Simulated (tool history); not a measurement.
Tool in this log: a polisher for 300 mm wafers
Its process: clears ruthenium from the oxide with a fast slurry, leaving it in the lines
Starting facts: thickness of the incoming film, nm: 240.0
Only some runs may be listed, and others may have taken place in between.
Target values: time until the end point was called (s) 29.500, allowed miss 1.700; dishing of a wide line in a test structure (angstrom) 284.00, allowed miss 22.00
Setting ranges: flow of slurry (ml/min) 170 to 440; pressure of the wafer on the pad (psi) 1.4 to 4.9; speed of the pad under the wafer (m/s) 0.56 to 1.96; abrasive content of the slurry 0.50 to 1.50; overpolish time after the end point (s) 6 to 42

run	day	flow of slurry (ml/min)	pressure of the wafer on the pad (psi)	speed of the pad under the wafer (m/s)	abrasive content of the slurry	overpolish time after the end point (s)	time until the end point was called (s)	dishing of a wide line in a test structure (angstrom)
1	0.000	280	3.1	1.26	1.00	21	41.219	302.90
2	0.217	280	3.3	1.26	1.00	18	36.816	311.64
3	0.275	280	3.3	1.30	1.00	16	36.075	296.89
4	0.429	280	3.3	1.30	0.80	16	40.544	289.54
5	0.483	280	3.4	1.30	0.80	14	39.390	288.29
6	0.583	280	3.5	1.32	0.80	12	38.112	269.89
7	0.617	280	3.6	1.32	0.80	13	37.749	285.80
8	0.642	280	3.8	1.34	0.80	12	35.119	277.46
9	0.792	280	3.9	1.34	0.80	12	34.747	287.98
10	1.162	280	4.0	1.36	0.80	11	32.892	287.41
11	1.450	280	4.3	1.38	0.80	7	30.806	244.11

Next run, 4 choices. One meets every target within its allowed miss, the rest don't. Which?
A	1.738	175	4.5	1.24	0.80	6	?	?
B	1.738	285	4.4	1.32	0.65	16	?	?
C	1.738	225	4.6	1.18	1.00	6	?	?
D	1.738	270	4.4	1.34	0.85	10	?	?

move	time until the end point was called (s)	dishing of a wide line in a test structure (angstrom)
A	33.094	214.85
B	33.605	307.31
C	29.325	229.26
D	28.717	285.12
A: the biggest miss grows against the last run
B: the result that was furthest off in the last run now lies on the other side of its target
C: the biggest miss grows against the last run
D: every result within its allowed miss
Move D is the one to make.
